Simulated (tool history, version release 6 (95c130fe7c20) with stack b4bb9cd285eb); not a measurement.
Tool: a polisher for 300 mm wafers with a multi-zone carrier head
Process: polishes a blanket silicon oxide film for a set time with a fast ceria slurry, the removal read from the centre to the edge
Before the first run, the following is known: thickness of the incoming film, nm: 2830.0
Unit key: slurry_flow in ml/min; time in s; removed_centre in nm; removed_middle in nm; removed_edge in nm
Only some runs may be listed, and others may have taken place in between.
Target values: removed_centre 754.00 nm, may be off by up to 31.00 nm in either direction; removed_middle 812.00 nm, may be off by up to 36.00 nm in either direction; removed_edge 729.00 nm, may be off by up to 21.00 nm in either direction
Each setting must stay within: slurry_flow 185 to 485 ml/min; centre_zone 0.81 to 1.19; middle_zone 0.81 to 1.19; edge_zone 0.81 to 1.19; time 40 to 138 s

run  hour  slurry_flow  centre_zone  middle_zone  edge_zone  time  removed_centre  removed_middle  removed_edge
  1   0.0          310         1.00         1.00       1.00    88         1132.40         1149.90       1175.90
  2   0.6          310         1.00         1.01       0.96    79          996.18         1043.60       1043.50
  3   9.6          310         1.07         1.01       0.96    79         1078.00         1035.20       1034.30
  4  13.8          310         1.07         1.03       0.93    72          989.26          968.85        916.60
  5  18.0          250         1.07         1.03       0.93    72          972.03          935.54        924.07
  6  22.9          255         1.06         1.04       0.91    68          923.79          916.20        853.94
  7  30.2          250         1.04         1.03       0.89    66          856.42          860.55        832.09
  8  37.0          260         1.03         1.11       0.84    54          704.58          766.88        654.01

Exercise: of the 5 proposed moves below, exactly one satisfies all targets within the stated allowed misses. Which move is it?
  A  43.8          260         0.95         1.01       0.95    57               ?               ?             ?
  B  43.8          270         0.85         1.14       0.87    62               ?               ?             ?
  C  43.8          270         1.00         1.08       0.84    59               ?               ?             ?
  D  43.8          400         0.99         1.07       0.88    52               ?               ?             ?
  E  43.8          260         1.04         1.14       0.81    57               ?               ?             ?

move  removed_centre  removed_middle  removed_edge
   A          684.73          741.41        724.64
   B          668.03          878.41        761.03
   C          748.65          804.77        714.76
   D          670.51          721.72        653.43
   E          750.66          804.87        679.28
A: the furthest-off result lands on target, but another misses its tolerance
B: the result that was furthest off in the last run now lies on the other side of its target
C: in spec on every target
D: as far off as the last run
E: nearer the targets than the last run, but a result is still out of spec
The move that meets every target is C.
